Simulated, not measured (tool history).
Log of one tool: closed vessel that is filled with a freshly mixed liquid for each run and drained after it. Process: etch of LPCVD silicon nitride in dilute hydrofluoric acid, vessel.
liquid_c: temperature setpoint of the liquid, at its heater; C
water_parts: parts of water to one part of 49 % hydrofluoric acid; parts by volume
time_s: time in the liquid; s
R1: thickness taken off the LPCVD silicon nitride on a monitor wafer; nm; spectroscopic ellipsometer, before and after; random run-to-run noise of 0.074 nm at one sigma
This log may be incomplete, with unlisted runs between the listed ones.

run 1 hour=0 | liquid_c=22 water_parts=75 time_s=3065 | R1=17.219
run 2 hour=1.4 | liquid_c=22 water_parts=75 time_s=3065 | R1=17.118
run 3 hour=7.6 | liquid_c=21 water_parts=80 time_s=3065 | R1=15.332
run 4 hour=14.8 | liquid_c=20 water_parts=85 time_s=3065 | R1=13.194
run 5 hour=15.4 | liquid_c=20 water_parts=85 time_s=3270 | R1=14.097
run 6 hour=21.7 | liquid_c=20 water_parts=110 time_s=3270 | R1=10.83

Expected results for the next run?
run 7 hour=24.6 | liquid_c=20 water_parts=110 time_s=3270 | R1=?

{"run 7": {"R1": 11.039}}
